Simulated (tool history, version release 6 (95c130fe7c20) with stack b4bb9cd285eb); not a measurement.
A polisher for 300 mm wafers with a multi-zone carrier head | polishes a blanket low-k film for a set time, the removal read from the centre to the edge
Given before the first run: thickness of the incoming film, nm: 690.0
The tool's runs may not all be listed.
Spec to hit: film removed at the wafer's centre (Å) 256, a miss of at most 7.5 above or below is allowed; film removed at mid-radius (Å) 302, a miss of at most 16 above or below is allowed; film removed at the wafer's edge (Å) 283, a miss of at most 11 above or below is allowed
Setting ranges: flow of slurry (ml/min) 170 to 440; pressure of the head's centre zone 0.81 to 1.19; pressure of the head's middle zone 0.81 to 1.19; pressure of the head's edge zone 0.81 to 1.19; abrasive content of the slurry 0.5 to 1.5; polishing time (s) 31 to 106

| run | day | flow of slurry (ml/min) | pressure of the head's centre zone | pressure of the head's middle zone | pressure of the head's edge zone | abrasive content of the slurry | polishing time (s) | film removed at the wafer's centre (Å) | film removed at mid-radius (Å) | film removed at the wafer's edge (Å) |
|---|---|---|---|---|---|---|---|---|---|---|
| 1 | 0 | 280 | 1 | 1 | 1 | 1 | 68 | 353.94 | 369.35 | 357.26 |
| 2 | 0.092 | 275 | 0.96 | 0.99 | 0.97 | 0.9 | 68 | 329.17 | 358.2 | 339.6 |
| 3 | 0.275 | 270 | 0.93 | 0.98 | 0.96 | 0.8 | 68 | 302.58 | 326.03 | 321.16 |
| 4 | 0.612 | 270 | 0.93 | 1.04 | 0.96 | 0.8 | 68 | 302.36 | 345.31 | 323.12 |
| 5 | 0.712 | 265 | 0.91 | 1.03 | 0.93 | 0.75 | 68 | 290.69 | 335.55 | 304.05 |
| 6 | 0.867 | 225 | 0.91 | 1.03 | 0.93 | 0.75 | 68 | 289.43 | 331.43 | 302.92 |
| 7 | 1.221 | 225 | 0.91 | 1.03 | 0.93 | 0.75 | 68 | 287.86 | 323.63 | 307.7 |
| 8 | 1.288 | 225 | 0.89 | 1.02 | 0.91 | 0.7 | 68 | 274.92 | 314.44 | 293.64 |
| 9 | 1.583 | 225 | 0.88 | 1.02 | 0.9 | 0.7 | 68 | 273.62 | 314.51 | 285.87 |
| 10 | 1.933 | 225 | 0.87 | 1.01 | 0.9 | 0.7 | 68 | 270.27 | 308.61 | 290.57 |
| 11 | 2.067 | 225 | 0.86 | 1.01 | 0.89 | 0.7 | 68 | 266.38 | 311.57 | 289.36 |
| 12 | 2.208 | 225 | 0.85 | 1.01 | 0.89 | 0.7 | 68 | 265.62 | 313.87 | 283.03 |

Consider the 5 candidate settings below. Which is the only one whose results all fall within their allowed miss of target?
| A | 2.35 | 170 | 0.99 | 0.86 | 1.04 | 0.5 | 79 | ? | ? | ? |
| B | 2.35 | 285 | 0.95 | 1.1 | 0.81 | 0.85 | 59 | ? | ? | ? |
| C | 2.35 | 245 | 0.81 | 1.16 | 0.81 | 0.9 | 62 | ? | ? | ? |
| D | 2.35 | 260 | 0.85 | 1.02 | 0.91 | 0.75 | 63 | ? | ? | ? |
| E | 2.35 | 220 | 0.91 | 1 | 0.89 | 0.65 | 69 | ? | ? | ? |

| move | film removed at the wafer's centre (Å) | film removed at mid-radius (Å) | film removed at the wafer's edge (Å) |
|---|---|---|---|
| A | 282.41 | 259.92 | 297.68 |
| B | 278.27 | 323.04 | 264.12 |
| C | 263.35 | 360.41 | 281.94 |
| D | 256.18 | 303.33 | 279.36 |
| E | 271.36 | 300.88 | 279.98 |
A: moves away from the targets compared with the last run
B: moves away from the targets compared with the last run
C: corrects the largest miss of the last run, while another result sits out of spec
D: each result inside its tolerance
E: moves away from the targets compared with the last run
So the answer is move D, the one that meets all the targets.
